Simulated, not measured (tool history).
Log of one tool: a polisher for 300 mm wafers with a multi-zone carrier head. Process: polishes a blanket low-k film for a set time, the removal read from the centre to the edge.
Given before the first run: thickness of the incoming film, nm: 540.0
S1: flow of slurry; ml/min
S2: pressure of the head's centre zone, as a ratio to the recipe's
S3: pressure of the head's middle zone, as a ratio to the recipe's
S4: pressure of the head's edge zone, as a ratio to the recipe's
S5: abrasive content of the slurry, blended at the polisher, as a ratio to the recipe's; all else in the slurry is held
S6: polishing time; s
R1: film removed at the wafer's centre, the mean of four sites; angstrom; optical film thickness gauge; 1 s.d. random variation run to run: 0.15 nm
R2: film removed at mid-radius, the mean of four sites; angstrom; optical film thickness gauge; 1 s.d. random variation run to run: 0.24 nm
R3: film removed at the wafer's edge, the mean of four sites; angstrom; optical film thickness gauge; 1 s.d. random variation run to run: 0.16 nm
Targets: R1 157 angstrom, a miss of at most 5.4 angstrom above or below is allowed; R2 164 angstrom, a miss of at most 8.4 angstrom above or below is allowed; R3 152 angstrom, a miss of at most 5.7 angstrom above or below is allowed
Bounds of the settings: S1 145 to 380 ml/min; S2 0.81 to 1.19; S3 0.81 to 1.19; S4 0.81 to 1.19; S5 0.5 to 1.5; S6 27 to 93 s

run  hour   S1    S2    S3    S4    S5  S6      R1      R2      R3
  1     0  245     1     1     1     1  59  244.51  247.58  252.61
  2   8.9  290     1     1     1     1  59  245.68     250  258.27
  3    13  280  0.99     1  0.95  0.85  56  219.12  226.77  215.46
  4    17  280  0.99  0.92  0.95  0.85  56  220.85  203.32  215.76
  5  18.6  280  0.99  0.92     1  0.85  56   221.3  209.85     225
  6  23.1  280  1.03  0.92     1  0.85  56  223.03  206.61  222.68
  7  31.1  260  0.97  1.02   0.9   0.6  45  149.52  157.85  148.95
  8  38.3  265  0.98  1.02   0.9   0.6  45  151.03  152.46  148.71
  9  41.3  270  0.98  1.04   0.9   0.6  45  148.97  158.82  149.07

Consider the 4 candidate settings below. Which is the only one whose results all fall within their allowed miss of target?
  A  44.3  305   0.9  0.99  1.05  0.8  39   ?   ?   ?
  B  44.3  275  0.98  1.03  0.87  0.7  44   ?   ?   ?
  C  44.3  280  0.98     1  0.95  0.6  44   ?   ?   ?
  D  44.3  185  0.89  1.06   0.9  0.7  45   ?   ?   ?

move      R1      R2      R3
   A  137.35  151.25  158.25
   B  158.37  165.61  153.65
   C  149.17  152.12   150.7
   D  138.59  164.71  153.39
A: its largest miss is bigger than the last run's
B: every result within its allowed miss
C: no nearer and no further than the last run
D: its largest miss is bigger than the last run's
Correct choice: B, which meets every target

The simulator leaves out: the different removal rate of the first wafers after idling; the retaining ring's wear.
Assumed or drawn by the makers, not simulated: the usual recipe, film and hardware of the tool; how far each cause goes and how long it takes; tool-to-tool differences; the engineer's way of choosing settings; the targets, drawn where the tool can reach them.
